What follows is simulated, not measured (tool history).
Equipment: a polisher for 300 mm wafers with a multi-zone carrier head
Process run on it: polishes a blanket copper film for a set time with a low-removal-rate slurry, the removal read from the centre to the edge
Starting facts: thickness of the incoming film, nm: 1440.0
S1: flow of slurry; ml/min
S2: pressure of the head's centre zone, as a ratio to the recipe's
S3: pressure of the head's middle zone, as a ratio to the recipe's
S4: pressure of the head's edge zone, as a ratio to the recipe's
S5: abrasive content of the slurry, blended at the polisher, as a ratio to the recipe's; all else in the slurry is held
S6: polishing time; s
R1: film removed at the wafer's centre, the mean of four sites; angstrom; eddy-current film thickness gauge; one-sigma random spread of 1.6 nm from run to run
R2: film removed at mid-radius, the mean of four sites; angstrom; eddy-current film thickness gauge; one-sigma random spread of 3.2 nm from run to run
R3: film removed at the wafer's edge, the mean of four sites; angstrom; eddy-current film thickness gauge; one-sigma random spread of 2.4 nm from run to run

run	hour	S1	S2	S3	S4	S5	S6	R1	R2	R3
1	0	200	1	1	1	1	86	1935	1925.7	1940.5
2	7.6	200	1.05	1	1	1	86	2029.6	1924.9	1967.6
3	13.7	220	1.09	1.05	1.03	1.1	86	2149.1	2067.5	2004.2
4	17.6	230	1.11	1.07	1.06	1.2	88	2325.5	2174.4	2144.7
5	18.2	180	1.11	1.07	1.06	1.2	88	2208.1	2119.2	2117.2
6	26.7	180	1.11	1.07	0.98	1.2	88	2217.4	2143.4	1979.2

Run 7, settings as shown, results not yet in. Your forecast:
7	30.2	180	1.11	1.07	0.98	1.2	88	?	?	?

{"run 7": {"R1": 2217.9, "R2": 2110.4, "R3": 2000.2}}

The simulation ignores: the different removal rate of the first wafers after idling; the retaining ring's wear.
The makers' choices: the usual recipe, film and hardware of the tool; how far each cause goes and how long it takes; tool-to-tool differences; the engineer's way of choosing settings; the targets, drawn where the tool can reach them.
